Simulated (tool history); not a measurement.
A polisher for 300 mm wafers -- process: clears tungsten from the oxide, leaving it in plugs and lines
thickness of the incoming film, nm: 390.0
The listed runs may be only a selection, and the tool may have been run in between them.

run,hour,flow of slurry (ml/min),pressure of the wafer on the pad (psi),speed of the pad under the wafer (cm/s),abrasive content of the slurry,overpolish time after the end point (s),time until the end point was called (s)
1,0,295,4.8,92,1,8,84.575
2,2.9,295,4.5,88,1,8,91.995
3,6.4,295,4.5,88,1,8,89.921
4,11.6,295,4.5,88,1,8,89.043
5,18.8,295,4.3,84,1,8,103.47
6,25.3,295,4.3,64,1,8,129.54
7,27.7,295,4.1,64,1,8,141.08
8,29.8,295,4,64,1,8,141.59
9,31,295,3.9,64,1,8,147.91
10,35.1,295,3.8,64,1,8,146.36

What will run 11 give?
11,41.6,295,3.7,64,1,8,?

{"run 11": {"time until the end point was called (s)": 151.12}}
